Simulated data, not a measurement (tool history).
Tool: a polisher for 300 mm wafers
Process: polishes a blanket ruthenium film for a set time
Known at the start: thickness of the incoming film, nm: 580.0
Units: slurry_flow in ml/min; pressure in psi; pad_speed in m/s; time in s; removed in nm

run 1 day=0.000 | slurry_flow=225 pressure=2.4 pad_speed=0.80 time=79 | removed=87.016
run 2 day=0.079 | slurry_flow=225 pressure=2.4 pad_speed=0.80 time=79 | removed=85.883
run 3 day=0.388 | slurry_flow=225 pressure=2.4 pad_speed=0.80 time=79 | removed=87.827
run 4 day=0.525 | slurry_flow=225 pressure=2.4 pad_speed=0.80 time=79 | removed=88.679
run 5 day=0.621 | slurry_flow=225 pressure=2.3 pad_speed=0.80 time=79 | removed=84.268
run 6 day=0.892 | slurry_flow=225 pressure=2.8 pad_speed=0.80 time=79 | removed=102.840
run 7 day=1.175 | slurry_flow=225 pressure=2.6 pad_speed=0.80 time=79 | removed=93.434

Forecast run 8:
run 8 day=1.450 | slurry_flow=225 pressure=2.5 pad_speed=0.80 time=79 | removed=?

removed: 90.423 nm

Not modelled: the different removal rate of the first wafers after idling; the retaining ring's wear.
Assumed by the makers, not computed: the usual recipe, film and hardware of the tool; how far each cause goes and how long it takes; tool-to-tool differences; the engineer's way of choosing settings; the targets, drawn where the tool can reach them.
